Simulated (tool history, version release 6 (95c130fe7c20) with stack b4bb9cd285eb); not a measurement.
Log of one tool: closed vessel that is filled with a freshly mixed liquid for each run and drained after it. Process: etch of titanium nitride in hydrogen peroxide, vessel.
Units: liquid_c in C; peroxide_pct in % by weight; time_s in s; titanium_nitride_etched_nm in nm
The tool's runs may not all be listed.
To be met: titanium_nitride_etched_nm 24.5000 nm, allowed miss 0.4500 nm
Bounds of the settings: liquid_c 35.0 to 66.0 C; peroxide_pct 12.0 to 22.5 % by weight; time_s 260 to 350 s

run 1 hour=0.0 | liquid_c=51.0 peroxide_pct=15.5 time_s=350 | titanium_nitride_etched_nm=17.0360
run 2 hour=8.4 | liquid_c=51.0 peroxide_pct=15.5 time_s=260 | titanium_nitride_etched_nm=12.5840
run 3 hour=14.5 | liquid_c=51.0 peroxide_pct=15.5 time_s=260 | titanium_nitride_etched_nm=12.6840
run 4 hour=20.6 | liquid_c=44.5 peroxide_pct=15.5 time_s=260 | titanium_nitride_etched_nm=7.8665
run 5 hour=23.5 | liquid_c=48.5 peroxide_pct=15.5 time_s=260 | titanium_nitride_etched_nm=10.6510
run 6 hour=26.6 | liquid_c=51.5 peroxide_pct=15.5 time_s=260 | titanium_nitride_etched_nm=13.2780
run 7 hour=28.1 | liquid_c=54.0 peroxide_pct=15.5 time_s=260 | titanium_nitride_etched_nm=15.8110
run 8 hour=35.4 | liquid_c=55.5 peroxide_pct=15.5 time_s=260 | titanium_nitride_etched_nm=17.3640
run 9 hour=43.0 | liquid_c=57.0 peroxide_pct=15.5 time_s=260 | titanium_nitride_etched_nm=19.2520
run 10 hour=46.5 | liquid_c=58.0 peroxide_pct=15.5 time_s=260 | titanium_nitride_etched_nm=20.7990
-- hour=51.6 peroxide flow meter replaced
run 11 hour=51.6 | liquid_c=58.5 peroxide_pct=15.5 time_s=260 | titanium_nitride_etched_nm=21.1750
run 12 hour=54.0 | liquid_c=59.0 peroxide_pct=15.5 time_s=260 | titanium_nitride_etched_nm=21.8860
run 13 hour=59.0 | liquid_c=59.5 peroxide_pct=15.5 time_s=260 | titanium_nitride_etched_nm=22.3210
run 14 hour=67.3 | liquid_c=60.0 peroxide_pct=15.5 time_s=260 | titanium_nitride_etched_nm=23.2250

5 next moves are on the table. One of them brings every result within its allowed miss. Which?
run A hour=75.6 | liquid_c=60.0 peroxide_pct=14.0 time_s=290 | titanium_nitride_etched_nm=?
run B hour=75.6 | liquid_c=59.0 peroxide_pct=16.0 time_s=270 | titanium_nitride_etched_nm=?
run C hour=75.6 | liquid_c=59.5 peroxide_pct=14.0 time_s=265 | titanium_nitride_etched_nm=?
run D hour=75.6 | liquid_c=59.5 peroxide_pct=16.5 time_s=280 | titanium_nitride_etched_nm=?
run E hour=75.6 | liquid_c=55.0 peroxide_pct=15.5 time_s=345 | titanium_nitride_etched_nm=?

move=A titanium_nitride_etched_nm=25.7700
move=B titanium_nitride_etched_nm=23.0510
move=C titanium_nitride_etched_nm=22.7610
move=D titanium_nitride_etched_nm=24.8960
move=E titanium_nitride_etched_nm=22.1820
A: takes the result that was furthest off past its target
B: further off than the last run
C: further off than the last run
D: meets every target
E: further off than the last run
Answer: D
